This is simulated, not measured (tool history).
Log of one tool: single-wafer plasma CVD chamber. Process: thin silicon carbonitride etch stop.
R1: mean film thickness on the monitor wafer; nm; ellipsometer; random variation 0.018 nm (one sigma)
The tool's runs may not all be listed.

Run 1, hour 0.0: RF power (W) 215, deposition time (s) 18.0. Result: R1 9.9896 nm.
Run 2, hour 3.7: RF power (W) 200, deposition time (s) 16.9. Result: R1 9.1034 nm.
Run 3, hour 4.7: RF power (W) 225, deposition time (s) 16.9. Result: R1 9.5047 nm.
Run 4, hour 6.7: RF power (W) 210, deposition time (s) 16.3. Result: R1 8.9489 nm.
Run 5, hour 8.5: RF power (W) 210, deposition time (s) 18.5. Result: R1 10.2060 nm.
Run 6, hour 10.7: RF power (W) 195, deposition time (s) 17.5. Result: R1 9.3655 nm.
At hour 11.8: RF generator calibrated.
Run 7, hour 11.8: RF power (W) 185, deposition time (s) 16.8. Result: R1 9.0441 nm.
Run 8, hour 15.3: RF power (W) 180, deposition time (s) 16.0. Result: R1 8.4928 nm.
Run 9, hour 17.4: RF power (W) 175, deposition time (s) 15.5. Result: R1 8.1310 nm.
Run 10, hour 22.3: RF power (W) 170, deposition time (s) 15.3. Result: R1 7.9603 nm.
Run 11, hour 26.4: RF power (W) 165, deposition time (s) 15.1. Result: R1 7.7920 nm.

Forecast run 12:
Run 12, hour 32.7: RF power (W) 160, deposition time (s) 15.0. Result: R1 ?.

{"run 12": {"R1": 7.6705}}
